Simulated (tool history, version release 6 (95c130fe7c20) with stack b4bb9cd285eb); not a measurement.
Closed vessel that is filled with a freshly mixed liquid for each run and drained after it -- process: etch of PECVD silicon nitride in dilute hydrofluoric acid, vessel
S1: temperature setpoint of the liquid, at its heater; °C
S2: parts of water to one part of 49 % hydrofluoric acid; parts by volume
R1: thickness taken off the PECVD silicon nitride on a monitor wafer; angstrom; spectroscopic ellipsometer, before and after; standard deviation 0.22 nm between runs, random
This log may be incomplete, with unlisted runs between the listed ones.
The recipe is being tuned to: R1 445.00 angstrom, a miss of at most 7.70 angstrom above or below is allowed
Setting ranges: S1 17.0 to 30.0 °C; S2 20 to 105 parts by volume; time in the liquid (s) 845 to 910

Run 1, hour 0.0: S1 22.0 °C, S2 55 parts by volume, time in the liquid (s) 845. Result: R1 471.15 angstrom.
Run 2, hour 2.6: S1 22.0 °C, S2 55 parts by volume, time in the liquid (s) 845. Result: R1 479.18 angstrom.
Run 3, hour 3.7: S1 21.5 °C, S2 55 parts by volume, time in the liquid (s) 845. Result: R1 465.96 angstrom.
Run 4, hour 5.0: S1 21.5 °C, S2 75 parts by volume, time in the liquid (s) 845. Result: R1 341.97 angstrom.
Run 5, hour 13.1: S1 22.0 °C, S2 75 parts by volume, time in the liquid (s) 845. Result: R1 350.60 angstrom.
Run 6, hour 14.7: S1 22.0 °C, S2 75 parts by volume, time in the liquid (s) 910. Result: R1 381.34 angstrom.
Run 7, hour 21.9: S1 22.5 °C, S2 75 parts by volume, time in the liquid (s) 910. Result: R1 392.22 angstrom.
Run 8, hour 27.8: S1 23.0 °C, S2 75 parts by volume, time in the liquid (s) 910. Result: R1 402.90 angstrom.
Run 9, hour 36.9: S1 25.0 °C, S2 75 parts by volume, time in the liquid (s) 910. Result: R1 463.19 angstrom.

Pick the move, out of 4, that brings all results within their allowed miss; only one does.
Run A, hour 46.0: S1 24.0 °C, S2 75 parts by volume, time in the liquid (s) 895. Result: R1 ?.
Run B, hour 46.0: S1 28.0 °C, S2 90 parts by volume, time in the liquid (s) 905. Result: R1 ?.
Run C, hour 46.0: S1 24.0 °C, S2 70 parts by volume, time in the liquid (s) 910. Result: R1 ?.
Run D, hour 46.0: S1 24.5 °C, S2 70 parts by volume, time in the liquid (s) 850. Result: R1 ?.

move      R1
   A  425.78
   B  466.82
   C  463.33
   D  447.45
A: the result that was furthest off in the last run now lies on the other side of its target
B: moves away from the targets compared with the last run
C: as far off as the last run
D: all results land within tolerance of their targets
Answer: D
